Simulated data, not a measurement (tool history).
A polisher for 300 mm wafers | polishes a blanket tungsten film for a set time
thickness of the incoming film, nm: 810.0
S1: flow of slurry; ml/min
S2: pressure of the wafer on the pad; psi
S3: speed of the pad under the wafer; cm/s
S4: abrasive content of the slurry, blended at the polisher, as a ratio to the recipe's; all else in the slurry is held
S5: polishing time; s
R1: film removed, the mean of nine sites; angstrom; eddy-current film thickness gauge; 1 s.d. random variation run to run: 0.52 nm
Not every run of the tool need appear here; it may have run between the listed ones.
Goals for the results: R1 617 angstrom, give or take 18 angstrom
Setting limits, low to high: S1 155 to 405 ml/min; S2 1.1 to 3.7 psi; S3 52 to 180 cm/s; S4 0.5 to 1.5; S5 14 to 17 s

Run 1, hour 0: S1 260 ml/min, S2 2.4 psi, S3 116 cm/s, S4 1, S5 17 s. Result: R1 509.85 angstrom.
Run 2, hour 4.7: S1 260 ml/min, S2 2.4 psi, S3 116 cm/s, S4 0.8, S5 17 s. Result: R1 486.97 angstrom.
Run 3, hour 11.5: S1 260 ml/min, S2 2.4 psi, S3 116 cm/s, S4 0.7, S5 17 s. Result: R1 463.3 angstrom.
Run 4, hour 20.4: S1 260 ml/min, S2 2.4 psi, S3 116 cm/s, S4 0.6, S5 17 s. Result: R1 444.34 angstrom.
Run 5, hour 29: S1 260 ml/min, S2 1.9 psi, S3 116 cm/s, S4 0.6, S5 17 s. Result: R1 368.54 angstrom.
Run 6, hour 34.4: S1 260 ml/min, S2 2.1 psi, S3 116 cm/s, S4 0.6, S5 17 s. Result: R1 409.32 angstrom.
Run 7, hour 40.4: S1 260 ml/min, S2 2.3 psi, S3 116 cm/s, S4 0.6, S5 17 s. Result: R1 437.07 angstrom.
Run 8, hour 47.5: S1 260 ml/min, S2 2.4 psi, S3 116 cm/s, S4 0.6, S5 17 s. Result: R1 456.42 angstrom.
Run 9, hour 54.9: S1 260 ml/min, S2 2.5 psi, S3 116 cm/s, S4 0.6, S5 17 s. Result: R1 456.69 angstrom.
Run 10, hour 62.4: S1 260 ml/min, S2 2.6 psi, S3 116 cm/s, S4 0.6, S5 17 s. Result: R1 480.9 angstrom.
Run 11, hour 64.5: S1 260 ml/min, S2 2.7 psi, S3 116 cm/s, S4 0.6, S5 17 s. Result: R1 484.56 angstrom.
Run 12, hour 72.7: S1 260 ml/min, S2 2.8 psi, S3 116 cm/s, S4 0.6, S5 17 s. Result: R1 501.09 angstrom.

Which single option among these 5 for the next run brings every result within its allowed miss of target? Just one does.
Run A, hour 80.9: S1 200 ml/min, S2 3.6 psi, S3 114 cm/s, S4 0.65, S5 17 s. Result: R1 ?.
Run B, hour 80.9: S1 275 ml/min, S2 3.3 psi, S3 142 cm/s, S4 0.5, S5 17 s. Result: R1 ?.
Run C, hour 80.9: S1 265 ml/min, S2 3.2 psi, S3 152 cm/s, S4 0.6, S5 16 s. Result: R1 ?.
Run D, hour 80.9: S1 275 ml/min, S2 3.3 psi, S3 144 cm/s, S4 0.75, S5 15 s. Result: R1 ?.
Run E, hour 80.9: S1 300 ml/min, S2 2.8 psi, S3 86 cm/s, S4 0.7, S5 14 s. Result: R1 ?.

move      R1
   A  605.52
   B  642.82
   C  650.78
   D   639.7
   E  354.43
A: hits every target within its allowed miss
B: pushes the last run's worst result past its target
C: pushes the last run's worst result past its target
D: pushes the last run's worst result past its target
E: lands further from the targets than the last run did
The move that meets every target is A.

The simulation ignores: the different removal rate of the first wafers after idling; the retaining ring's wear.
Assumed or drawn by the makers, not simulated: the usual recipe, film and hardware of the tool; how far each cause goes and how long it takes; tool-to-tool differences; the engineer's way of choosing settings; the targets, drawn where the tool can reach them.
